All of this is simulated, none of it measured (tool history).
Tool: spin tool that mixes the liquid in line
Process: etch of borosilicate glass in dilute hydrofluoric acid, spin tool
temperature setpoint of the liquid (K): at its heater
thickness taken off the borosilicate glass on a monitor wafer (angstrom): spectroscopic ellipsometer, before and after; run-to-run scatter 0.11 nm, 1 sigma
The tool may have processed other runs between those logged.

| run | hour | temperature setpoint of the liquid (K) | parts of water to one part of 49 % hydrofluoric acid (parts by volume) | time under the liquid (s) | thickness taken off the borosilicate glass on a monitor wafer (angstrom) |
|---|---|---|---|---|---|
| 1 | 0 | 296.15 | 60 | 15 | 91.117 |
| 2 | 4.9 | 298.65 | 55 | 15 | 112.99 |
| 3 | 7.2 | 300.65 | 55 | 15 | 121.52 |
| 4 | 15.9 | 301.65 | 55 | 15 | 125.55 |
| 5 | 17.4 | 302.65 | 55 | 15 | 130.15 |
|  | 19.1 | thermometer replaced |
| 6 | 19.1 | 303.15 | 55 | 15 | 123.07 |
| 7 | 21.6 | 304.15 | 40 | 15 | 182.67 |
| 8 | 23.5 | 304.15 | 40 | 15 | 178.96 |
| 9 | 25.3 | 302.65 | 40 | 15 | 168.64 |

What does the tool deliver on the next run?
| 10 | 32.8 | 302.15 | 40 | 15 | ? |

{"run 10": {"thickness taken off the borosilicate glass on a monitor wafer (angstrom)": 164.62}}
